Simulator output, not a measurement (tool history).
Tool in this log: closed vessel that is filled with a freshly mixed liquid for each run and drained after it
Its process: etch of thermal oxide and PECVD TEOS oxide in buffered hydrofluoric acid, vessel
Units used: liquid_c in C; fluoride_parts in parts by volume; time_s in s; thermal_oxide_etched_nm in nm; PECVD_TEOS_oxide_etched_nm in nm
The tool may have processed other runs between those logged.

{"run": 1, "hour": 0.0, "liquid_c": 23.0, "fluoride_parts": 12.0, "time_s": 60, "thermal_oxide_etched_nm": 61.107, "PECVD_TEOS_oxide_etched_nm": 87.129}
{"run": 2, "hour": 5.0, "liquid_c": 21.5, "fluoride_parts": 12.5, "time_s": 60, "thermal_oxide_etched_nm": 53.287, "PECVD_TEOS_oxide_etched_nm": 74.81}
{"run": 3, "hour": 8.5, "liquid_c": 21.5, "fluoride_parts": 9.5, "time_s": 60, "thermal_oxide_etched_nm": 68.571, "PECVD_TEOS_oxide_etched_nm": 98.485}
{"run": 4, "hour": 9.1, "liquid_c": 20.5, "fluoride_parts": 10.5, "time_s": 60, "thermal_oxide_etched_nm": 59.77, "PECVD_TEOS_oxide_etched_nm": 86.268}
{"run": 5, "hour": 15.9, "liquid_c": 20.5, "fluoride_parts": 10.5, "time_s": 45, "thermal_oxide_etched_nm": 45.058, "PECVD_TEOS_oxide_etched_nm": 64.009}
{"run": 6, "hour": 24.3, "liquid_c": 19.5, "fluoride_parts": 10.5, "time_s": 45, "thermal_oxide_etched_nm": 43.122, "PECVD_TEOS_oxide_etched_nm": 60.798}
{"run": 7, "hour": 31.1, "liquid_c": 19.0, "fluoride_parts": 10.5, "time_s": 45, "thermal_oxide_etched_nm": 40.618, "PECVD_TEOS_oxide_etched_nm": 59.567}

Predict the results of run 8:
{"run": 8, "hour": 36.1, "liquid_c": 19.0, "fluoride_parts": 11.0, "time_s": 45, "thermal_oxide_etched_nm": "?", "PECVD_TEOS_oxide_etched_nm": "?"}

Run 8 came out at thermal_oxide_etched_nm 39.315 nm, PECVD_TEOS_oxide_etched_nm 55.944 nm.
